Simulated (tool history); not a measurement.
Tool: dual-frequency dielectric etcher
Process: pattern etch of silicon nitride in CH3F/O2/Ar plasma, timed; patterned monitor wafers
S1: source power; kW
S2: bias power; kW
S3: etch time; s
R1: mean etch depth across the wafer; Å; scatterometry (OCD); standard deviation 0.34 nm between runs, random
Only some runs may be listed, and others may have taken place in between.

| run | day | S1 | S2 | S3 | R1 |
|---|---|---|---|---|---|
| 1 | 0 | 0.45 | 0.061 | 80.5 | 519.43 |
| 2 | 0.142 | 0.45 | 0.061 | 80.5 | 520 |
| 3 | 0.475 | 0.45 | 0.061 | 80.5 | 522 |
| 4 | 0.729 | 0.52 | 0.061 | 80.5 | 545 |
| 5 | 0.846 | 0.52 | 0.061 | 80.5 | 537.82 |
| 6 | 0.938 | 0.53 | 0.064 | 81 | 559.37 |

Forecast run 7:
| 7 | 1.083 | 0.54 | 0.066 | 81 | ? |

{"run 7": {"R1": 568.45}}
